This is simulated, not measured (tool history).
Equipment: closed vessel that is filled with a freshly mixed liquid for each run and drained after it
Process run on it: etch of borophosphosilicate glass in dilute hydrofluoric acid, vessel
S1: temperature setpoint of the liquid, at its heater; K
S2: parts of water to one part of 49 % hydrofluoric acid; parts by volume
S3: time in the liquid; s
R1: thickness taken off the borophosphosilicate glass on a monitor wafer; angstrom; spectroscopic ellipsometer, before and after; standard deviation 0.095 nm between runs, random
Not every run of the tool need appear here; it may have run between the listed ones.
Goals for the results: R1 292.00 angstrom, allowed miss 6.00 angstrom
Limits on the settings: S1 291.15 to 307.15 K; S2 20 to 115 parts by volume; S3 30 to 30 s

run  hour      S1  S2  S3      R1
  1   0.0  299.15  65  30  431.76
  2   7.4  296.65  65  30  393.86
  3  10.6  299.65  65  30  443.69
  4  14.5  298.15  65  30  414.38
  5  21.2  296.15  65  30  383.17
  6  30.4  296.15  75  30  330.10
  7  34.3  296.15  75  30  328.41
  8  38.6  295.15  75  30  315.84
  9  45.4  294.65  75  30  308.32
 10  53.8  294.65  75  30  308.60
 11  61.6  294.15  75  30  302.82

Of the 4 settings listed for the next run, only one would bring every result within its allowed miss of target. Which one?
  A  69.4  297.65  85  30   ?
  B  69.4  296.65  80  30   ?
  C  69.4  292.15  65  30   ?
  D  69.4  291.65  70  30   ?

move      R1
   A  303.49
   B  311.73
   C  324.27
   D  293.11
A: moves away from the targets compared with the last run
B: moves away from the targets compared with the last run
C: moves away from the targets compared with the last run
D: all results in spec
The right move is D.
